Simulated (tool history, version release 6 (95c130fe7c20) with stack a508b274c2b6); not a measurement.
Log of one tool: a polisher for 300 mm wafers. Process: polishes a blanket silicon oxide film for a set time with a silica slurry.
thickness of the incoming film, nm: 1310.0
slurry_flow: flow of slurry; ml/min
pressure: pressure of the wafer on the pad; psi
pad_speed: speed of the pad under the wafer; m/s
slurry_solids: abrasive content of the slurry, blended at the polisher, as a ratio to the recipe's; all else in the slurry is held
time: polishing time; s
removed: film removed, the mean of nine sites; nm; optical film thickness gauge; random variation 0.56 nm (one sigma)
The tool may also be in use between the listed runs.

| run | hour | slurry_flow | pressure | pad_speed | slurry_solids | time | removed |
|---|---|---|---|---|---|---|---|
| 1 | 0 | 305 | 3.4 | 0.92 | 1 | 20 | 43.407 |
| 2 | 2.7 | 305 | 3.5 | 0.92 | 1 | 20 | 44.778 |
| 3 | 10.5 | 305 | 3.6 | 0.92 | 1 | 20 | 45.909 |
| 4 | 15.1 | 305 | 3.7 | 0.92 | 1 | 20 | 47.208 |
| 5 | 21.5 | 305 | 3.8 | 0.92 | 1 | 20 | 47.563 |
| 6 | 23.3 | 305 | 3.9 | 0.92 | 1 | 20 | 48.717 |

Run 7 comes next. What will it give?
| 7 | 26.4 | 305 | 4 | 0.92 | 1 | 20 | ? |

Run 7 gave removed 49.65 nm.

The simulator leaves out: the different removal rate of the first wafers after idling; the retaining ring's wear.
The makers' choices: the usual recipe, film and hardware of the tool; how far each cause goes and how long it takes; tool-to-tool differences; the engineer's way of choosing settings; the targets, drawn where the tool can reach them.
